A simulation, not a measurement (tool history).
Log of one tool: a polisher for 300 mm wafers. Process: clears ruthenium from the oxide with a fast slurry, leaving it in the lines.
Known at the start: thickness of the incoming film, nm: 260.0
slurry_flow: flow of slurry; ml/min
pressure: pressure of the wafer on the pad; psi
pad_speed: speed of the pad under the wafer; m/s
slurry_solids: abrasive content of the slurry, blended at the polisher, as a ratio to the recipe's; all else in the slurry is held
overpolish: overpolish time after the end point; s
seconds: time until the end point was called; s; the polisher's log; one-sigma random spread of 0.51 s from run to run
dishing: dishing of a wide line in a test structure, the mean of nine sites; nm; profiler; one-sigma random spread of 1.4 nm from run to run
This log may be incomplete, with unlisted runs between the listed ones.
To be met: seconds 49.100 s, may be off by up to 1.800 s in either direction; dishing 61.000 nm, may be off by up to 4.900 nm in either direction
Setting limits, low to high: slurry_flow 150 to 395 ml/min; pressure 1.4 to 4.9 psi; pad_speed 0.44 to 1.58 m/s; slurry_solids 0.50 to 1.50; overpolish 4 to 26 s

| run | day | slurry_flow | pressure | pad_speed | slurry_solids | overpolish | seconds | dishing |
|---|---|---|---|---|---|---|---|---|
| 1 | 0.000 | 250 | 3.1 | 1.00 | 1.00 | 13 | 72.219 | 41.253 |
| 2 | 0.088 | 250 | 3.3 | 1.00 | 1.00 | 13 | 66.899 | 43.511 |
| 3 | 0.238 | 250 | 3.3 | 1.00 | 1.00 | 15 | 67.592 | 49.403 |
| 4 | 0.600 | 230 | 3.3 | 1.00 | 1.00 | 15 | 68.076 | 48.999 |
| 5 | 0.867 | 230 | 3.3 | 0.84 | 1.00 | 15 | 78.495 | 42.508 |
| 6 | 1.196 | 230 | 3.5 | 0.84 | 1.00 | 15 | 74.831 | 44.278 |
| 7 | 1.225 | 230 | 3.7 | 0.84 | 1.00 | 15 | 71.296 | 48.816 |
| 8 | 1.317 | 230 | 3.9 | 0.84 | 1.00 | 14 | 67.807 | 45.290 |
| 9 | 1.650 | 230 | 3.9 | 0.84 | 1.00 | 14 | 67.447 | 45.875 |
| 10 | 1.729 | 230 | 4.1 | 0.84 | 1.00 | 14 | 62.584 | 48.533 |
| 11 | 1.833 | 230 | 4.2 | 0.84 | 1.00 | 14 | 61.719 | 50.058 |
| 12 | 2.017 | 230 | 4.3 | 0.84 | 1.00 | 14 | 60.893 | 49.607 |
| 13 | 2.246 | 230 | 4.4 | 0.86 | 1.00 | 14 | 58.698 | 54.125 |
| 14 | 2.275 | 230 | 4.5 | 0.86 | 1.00 | 14 | 56.575 | 53.506 |
| 15 | 2.383 | 230 | 4.6 | 0.86 | 1.00 | 14 | 57.260 | 52.995 |
| 16 | 2.517 | 230 | 4.6 | 0.88 | 1.00 | 14 | 54.184 | 56.020 |
| 17 | 2.617 | 230 | 4.8 | 0.90 | 1.00 | 14 | 52.614 | 57.808 |

5 candidate next runs follow, results not yet known. Just one meets every target within its allowed miss. Identify it.
| A | 2.717 | 240 | 4.7 | 0.88 | 1.00 | 13 | ? | ? |
| B | 2.717 | 210 | 4.8 | 0.92 | 0.95 | 14 | ? | ? |
| C | 2.717 | 260 | 4.8 | 0.82 | 0.95 | 18 | ? | ? |
| D | 2.717 | 250 | 4.7 | 0.90 | 0.95 | 14 | ? | ? |
| E | 2.717 | 205 | 4.8 | 1.00 | 1.00 | 14 | ? | ? |

| move | seconds | dishing |
|---|---|---|
| A | 53.990 | 51.760 |
| B | 53.050 | 56.078 |
| C | 57.214 | 65.192 |
| D | 54.214 | 55.030 |
| E | 48.272 | 60.834 |
A: the biggest miss grows against the last run
B: the biggest miss grows against the last run
C: the biggest miss grows against the last run
D: the biggest miss grows against the last run
E: hits every target within its allowed miss
E meets every target.

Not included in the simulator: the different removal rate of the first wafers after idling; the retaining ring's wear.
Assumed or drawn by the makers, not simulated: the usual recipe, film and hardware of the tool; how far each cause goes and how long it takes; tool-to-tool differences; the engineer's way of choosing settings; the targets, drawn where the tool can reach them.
